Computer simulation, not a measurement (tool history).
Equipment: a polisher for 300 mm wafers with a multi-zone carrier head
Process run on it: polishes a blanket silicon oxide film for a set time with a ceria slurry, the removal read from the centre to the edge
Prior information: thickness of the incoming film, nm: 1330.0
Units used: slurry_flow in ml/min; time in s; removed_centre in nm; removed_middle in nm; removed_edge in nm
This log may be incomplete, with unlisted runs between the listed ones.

| run | day | slurry_flow | centre_zone | middle_zone | edge_zone | time | removed_centre | removed_middle | removed_edge |
|---|---|---|---|---|---|---|---|---|---|
| 1 | 0.000 | 210 | 1.00 | 1.00 | 1.00 | 58 | 339.14 | 329.52 | 329.74 |
| 2 | 0.046 | 205 | 0.97 | 1.00 | 0.96 | 55 | 309.89 | 314.27 | 308.51 |
| 3 | 0.421 | 200 | 0.96 | 1.00 | 0.93 | 52 | 288.77 | 291.18 | 293.57 |
| 4 | 0.471 | 205 | 0.96 | 1.03 | 0.92 | 49 | 275.92 | 286.95 | 271.88 |
| 5 | 0.775 | 205 | 0.92 | 1.03 | 0.92 | 49 | 266.40 | 286.14 | 274.84 |
| 6 | 1.004 | 205 | 0.97 | 1.03 | 0.92 | 49 | 271.80 | 283.01 | 271.96 |
| 7 | 1.071 | 195 | 0.97 | 1.04 | 0.90 | 48 | 263.91 | 282.89 | 266.60 |
| 8 | 1.412 | 195 | 0.97 | 1.04 | 0.89 | 47 | 267.58 | 270.66 | 256.54 |
| 9 | 1.579 | 190 | 0.95 | 1.05 | 0.88 | 47 | 257.42 | 273.38 | 256.84 |
| 10 | 1.892 | 180 | 0.94 | 1.06 | 0.87 | 47 | 255.84 | 274.38 | 254.30 |
| 11 | 2.042 | 175 | 0.93 | 1.06 | 0.86 | 47 | 240.90 | 274.23 | 251.78 |
| 12 | 2.142 | 170 | 0.94 | 1.06 | 0.85 | 47 | 255.01 | 271.58 | 252.43 |

Run 13, settings as shown, results not yet in. Your forecast:
| 13 | 2.496 | 165 | 0.93 | 1.06 | 0.84 | 47 | ? | ? | ? |

Run 13 measured removed_centre 242.08 nm, removed_middle 274.48 nm, removed_edge 252.36 nm.

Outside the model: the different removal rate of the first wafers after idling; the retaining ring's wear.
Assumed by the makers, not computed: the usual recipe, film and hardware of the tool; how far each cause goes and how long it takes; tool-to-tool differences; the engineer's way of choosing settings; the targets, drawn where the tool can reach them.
